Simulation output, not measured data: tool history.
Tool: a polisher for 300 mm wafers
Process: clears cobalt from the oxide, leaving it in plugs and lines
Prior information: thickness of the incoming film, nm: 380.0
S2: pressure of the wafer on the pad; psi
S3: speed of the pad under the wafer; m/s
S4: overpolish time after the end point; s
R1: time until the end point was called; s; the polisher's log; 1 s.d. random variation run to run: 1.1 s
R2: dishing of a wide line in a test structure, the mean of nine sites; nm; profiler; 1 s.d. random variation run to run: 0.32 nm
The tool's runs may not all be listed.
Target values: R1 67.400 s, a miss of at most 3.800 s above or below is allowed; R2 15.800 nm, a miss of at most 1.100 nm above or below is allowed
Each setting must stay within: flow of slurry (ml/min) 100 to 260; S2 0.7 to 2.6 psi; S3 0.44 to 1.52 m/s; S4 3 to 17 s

{"run": 1, "day": 0.0, "flow of slurry (ml/min)": 165, "S2": 1.6, "S3": 0.98, "S4": 9, "R1": 95.988, "R2": 29.128}
{"run": 2, "day": 0.029, "flow of slurry (ml/min)": 165, "S2": 1.7, "S3": 0.98, "S4": 7, "R1": 88.223, "R2": 25.284}
{"run": 3, "day": 0.229, "flow of slurry (ml/min)": 120, "S2": 1.7, "S3": 0.98, "S4": 7, "R1": 90.233, "R2": 24.368}
{"run": 4, "day": 0.408, "flow of slurry (ml/min)": 120, "S2": 1.7, "S3": 0.98, "S4": 5, "R1": 92.116, "R2": 18.215}
{"run": 5, "day": 0.608, "flow of slurry (ml/min)": 115, "S2": 1.8, "S3": 1.02, "S4": 4, "R1": 84.233, "R2": 16.457}
{"run": 6, "day": 0.783, "flow of slurry (ml/min)": 100, "S2": 1.8, "S3": 1.02, "S4": 4, "R1": 86.51, "R2": 15.88}
{"run": 7, "day": 0.888, "flow of slurry (ml/min)": 100, "S2": 1.8, "S3": 1.02, "S4": 4, "R1": 88.607, "R2": 16.318}
{"run": 8, "day": 0.967, "flow of slurry (ml/min)": 100, "S2": 1.9, "S3": 1.02, "S4": 4, "R1": 83.817, "R2": 16.992}
{"run": 9, "day": 1.004, "flow of slurry (ml/min)": 100, "S2": 1.8, "S3": 1.14, "S4": 4, "R1": 80.313, "R2": 17.036}
{"run": 10, "day": 1.075, "flow of slurry (ml/min)": 100, "S2": 1.8, "S3": 1.2, "S4": 4, "R1": 81.933, "R2": 17.189}
{"run": 11, "day": 1.362, "flow of slurry (ml/min)": 100, "S2": 2.0, "S3": 1.08, "S4": 4, "R1": 77.038, "R2": 18.053}

Next run, 5 choices. One meets every target within its allowed miss, the rest don't. Which?
{"run": "A", "day": 1.65, "flow of slurry (ml/min)": 110, "S2": 2.0, "S3": 1.24, "S4": 3, "R1": "?", "R2": "?"}
{"run": "B", "day": 1.65, "flow of slurry (ml/min)": 130, "S2": 1.9, "S3": 1.22, "S4": 5, "R1": "?", "R2": "?"}
{"run": "C", "day": 1.65, "flow of slurry (ml/min)": 100, "S2": 1.7, "S3": 1.04, "S4": 6, "R1": "?", "R2": "?"}
{"run": "D", "day": 1.65, "flow of slurry (ml/min)": 105, "S2": 1.8, "S3": 1.1, "S4": 4, "R1": "?", "R2": "?"}
{"run": "E", "day": 1.65, "flow of slurry (ml/min)": 120, "S2": 2.0, "S3": 0.82, "S4": 5, "R1": "?", "R2": "?"}

move=A R1=66.947 R2=15.750
move=B R1=68.769 R2=23.385
move=C R1=91.138 R2=21.653
move=D R1=81.857 R2=16.959
move=E R1=87.779 R2=19.269
A: every result within its allowed miss
B: meets the target for the result that was furthest off, but another lies outside its allowed miss
C: further off than the last run
D: further off than the last run
E: further off than the last run
A is the move that brings every result within its allowed miss.

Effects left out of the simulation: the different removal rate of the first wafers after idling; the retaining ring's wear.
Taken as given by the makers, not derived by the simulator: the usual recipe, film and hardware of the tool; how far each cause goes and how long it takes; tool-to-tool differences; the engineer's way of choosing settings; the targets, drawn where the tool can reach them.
